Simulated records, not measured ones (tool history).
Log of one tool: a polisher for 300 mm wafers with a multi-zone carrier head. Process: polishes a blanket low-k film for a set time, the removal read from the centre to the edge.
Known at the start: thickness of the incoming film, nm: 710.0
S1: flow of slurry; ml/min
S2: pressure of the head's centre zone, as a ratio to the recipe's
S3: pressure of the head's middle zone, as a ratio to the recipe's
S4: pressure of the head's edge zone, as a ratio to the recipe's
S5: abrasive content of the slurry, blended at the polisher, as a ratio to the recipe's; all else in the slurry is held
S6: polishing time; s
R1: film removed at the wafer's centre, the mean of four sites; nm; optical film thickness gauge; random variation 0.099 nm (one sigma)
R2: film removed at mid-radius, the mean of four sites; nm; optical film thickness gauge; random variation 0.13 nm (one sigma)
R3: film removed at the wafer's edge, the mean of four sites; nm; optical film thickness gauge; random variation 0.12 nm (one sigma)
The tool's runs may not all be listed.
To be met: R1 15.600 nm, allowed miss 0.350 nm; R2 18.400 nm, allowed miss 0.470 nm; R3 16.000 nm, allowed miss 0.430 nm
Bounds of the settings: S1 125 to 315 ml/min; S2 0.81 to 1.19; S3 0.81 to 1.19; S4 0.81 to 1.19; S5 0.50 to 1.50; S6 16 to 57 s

{"run": 1, "hour": 0.0, "S1": 205, "S2": 1.0, "S3": 1.0, "S4": 1.0, "S5": 1.0, "S6": 36, "R1": 14.212, "R2": 14.507, "R3": 14.317}
{"run": 2, "hour": 8.5, "S1": 205, "S2": 1.0, "S3": 1.0, "S4": 0.92, "S5": 1.0, "S6": 36, "R1": 14.051, "R2": 14.618, "R3": 13.726}
{"run": 3, "hour": 13.5, "S1": 225, "S2": 1.0, "S3": 1.05, "S4": 0.97, "S5": 1.0, "S6": 36, "R1": 14.509, "R2": 15.132, "R3": 14.142}
{"run": 4, "hour": 22.4, "S1": 230, "S2": 0.98, "S3": 1.09, "S4": 0.98, "S5": 1.05, "S6": 36, "R1": 14.508, "R2": 16.167, "R3": 14.675}
{"run": 5, "hour": 22.9, "S1": 250, "S2": 0.98, "S3": 1.09, "S4": 0.98, "S5": 1.05, "S6": 36, "R1": 14.745, "R2": 16.178, "R3": 14.946}
{"run": 6, "hour": 29.0, "S1": 250, "S2": 0.98, "S3": 1.09, "S4": 0.98, "S5": 1.05, "S6": 43, "R1": 17.613, "R2": 19.377, "R3": 17.785}
{"run": 7, "hour": 33.2, "S1": 225, "S2": 0.97, "S3": 1.08, "S4": 0.95, "S5": 1.05, "S6": 43, "R1": 17.24, "R2": 19.114, "R3": 17.375}
{"run": 8, "hour": 39.8, "S1": 210, "S2": 0.96, "S3": 1.08, "S4": 0.92, "S5": 1.05, "S6": 43, "R1": 17.055, "R2": 18.965, "R3": 17.111}
{"run": 9, "hour": 47.4, "S1": 160, "S2": 0.9, "S3": 1.1, "S4": 0.83, "S5": 1.0, "S6": 43, "R1": 14.921, "R2": 17.438, "R3": 15.299}
{"run": 10, "hour": 48.5, "S1": 175, "S2": 0.9, "S3": 1.1, "S4": 0.84, "S5": 1.0, "S6": 43, "R1": 15.092, "R2": 17.808, "R3": 15.494}

4 next moves are on the table. One of them brings every result within its allowed miss. Which?
{"run": "A", "hour": 49.6, "S1": 150, "S2": 0.89, "S3": 1.18, "S4": 0.81, "S5": 0.9, "S6": 50, "R1": "?", "R2": "?", "R3": "?"}
{"run": "B", "hour": 49.6, "S1": 175, "S2": 0.93, "S3": 1.14, "S4": 0.9, "S5": 0.8, "S6": 50, "R1": "?", "R2": "?", "R3": "?"}
{"run": "C", "hour": 49.6, "S1": 190, "S2": 0.9, "S3": 1.18, "S4": 0.86, "S5": 0.85, "S6": 49, "R1": "?", "R2": "?", "R3": "?"}
{"run": "D", "hour": 49.6, "S1": 200, "S2": 0.92, "S3": 1.15, "S4": 0.81, "S5": 0.9, "S6": 48, "R1": "?", "R2": "?", "R3": "?"}

move=A R1=15.633 R2=19.793 R3=16.083
move=B R1=15.408 R2=18.375 R3=15.839
move=C R1=15.644 R2=19.516 R3=16.079
move=D R1=16.391 R2=19.769 R3=16.071
A: brings the result that was furthest off to its target, and leaves another outside
B: meets every target
C: brings the result that was furthest off to its target, and leaves another outside
D: takes the result that was furthest off past its target
Answer: B
